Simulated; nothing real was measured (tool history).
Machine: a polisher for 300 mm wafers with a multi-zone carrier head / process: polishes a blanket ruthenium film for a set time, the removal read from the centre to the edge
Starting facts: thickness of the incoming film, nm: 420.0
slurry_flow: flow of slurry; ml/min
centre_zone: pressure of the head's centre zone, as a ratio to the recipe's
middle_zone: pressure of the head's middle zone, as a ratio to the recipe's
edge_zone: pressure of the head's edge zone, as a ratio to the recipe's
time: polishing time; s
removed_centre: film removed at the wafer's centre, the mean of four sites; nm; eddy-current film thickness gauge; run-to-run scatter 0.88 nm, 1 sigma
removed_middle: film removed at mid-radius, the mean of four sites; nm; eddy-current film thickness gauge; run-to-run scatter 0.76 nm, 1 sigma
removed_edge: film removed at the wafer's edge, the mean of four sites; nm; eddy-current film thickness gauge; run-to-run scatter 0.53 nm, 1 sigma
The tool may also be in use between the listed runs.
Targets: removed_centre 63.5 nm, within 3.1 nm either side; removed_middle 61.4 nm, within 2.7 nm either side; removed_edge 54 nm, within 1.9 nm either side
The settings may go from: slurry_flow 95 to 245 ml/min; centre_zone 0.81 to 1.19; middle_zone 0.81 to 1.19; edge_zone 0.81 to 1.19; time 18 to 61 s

run	day	slurry_flow	centre_zone	middle_zone	edge_zone	time	removed_centre	removed_middle	removed_edge
1	0	155	1	1	1	39	65.699	67.693	67.009
2	0.3	150	1.02	1.01	0.95	38	64.771	67.302	64.526
3	0.567	150	1.02	0.97	0.95	38	64.487	65.163	64.924
4	0.658	150	1.06	0.99	0.93	36	65.2	60.678	60.442
5	0.738	150	1.06	0.99	0.93	30	53.517	52.52	50.2
6	0.867	165	1.07	1.02	0.93	30	55.855	53.995	49.991
7	1.075	170	1.07	1.04	0.93	31	57.522	56.261	52.869
8	1.329	175	1.08	1.07	0.92	31	58.47	58.257	52.611
9	1.662	180	1.09	1.08	0.92	31	59.439	58.961	52.239
10	1.833	185	1.1	1.08	0.93	31	59.211	59.811	53.219

Exercise: of the 4 proposed moves below, exactly one satisfies all targets within the stated allowed misses. Which move is it?
A	2.004	185	1.12	1.09	0.94	32	?	?	?
B	2.004	200	1.19	1.17	0.86	33	?	?	?
C	2.004	195	1.19	1.11	0.81	34	?	?	?
D	2.004	245	1.19	1.15	0.81	33	?	?	?

move	removed_centre	removed_middle	removed_edge
A	61.697	62.706	55.363
B	68.562	69.523	55.231
C	70.317	68.206	55.309
D	70.621	70.359	54.888
A: hits every target within its allowed miss
B: takes the result that was furthest off past its target
C: takes the result that was furthest off past its target
D: takes the result that was furthest off past its target
Answer: A
